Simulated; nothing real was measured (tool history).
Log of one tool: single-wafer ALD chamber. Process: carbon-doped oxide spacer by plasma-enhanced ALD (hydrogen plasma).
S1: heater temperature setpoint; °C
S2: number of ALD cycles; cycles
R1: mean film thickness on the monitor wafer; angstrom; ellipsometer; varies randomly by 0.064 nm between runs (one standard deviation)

Run 1, hour 0: S1 380 °C, S2 558 cycles. Result: R1 302.88 angstrom.
Run 2, hour 3.8: S1 380 °C, S2 526 cycles. Result: R1 285.13 angstrom.
Run 3, hour 10.4: S1 380 °C, S2 501 cycles. Result: R1 271.61 angstrom.
Run 4, hour 18: S1 385 °C, S2 501 cycles. Result: R1 272.56 angstrom.
Run 5, hour 20.1: S1 385 °C, S2 481 cycles. Result: R1 261.5 angstrom.
Run 6, hour 28.5: S1 377 °C, S2 481 cycles. Result: R1 260.54 angstrom.
Run 7, hour 35.3: S1 377 °C, S2 467 cycles. Result: R1 254.4 angstrom.
Run 8, hour 39.9: S1 377 °C, S2 455 cycles. Result: R1 247.59 angstrom.
Run 9, hour 45.2: S1 377 °C, S2 446 cycles. Result: R1 243.35 angstrom.
Run 10, hour 53.7: S1 377 °C, S2 439 cycles. Result: R1 239.5 angstrom.
Run 11, hour 61.4: S1 377 °C, S2 434 cycles. Result: R1 236.23 angstrom.
Run 12, hour 69.5: S1 377 °C, S2 430 cycles. Result: R1 233.41 angstrom.

Run 13 is up next; what results do you expect?
Run 13, hour 77.4: S1 377 °C, S2 427 cycles. Result: R1 ?.

{"run 13": {"R1": 232.19}}
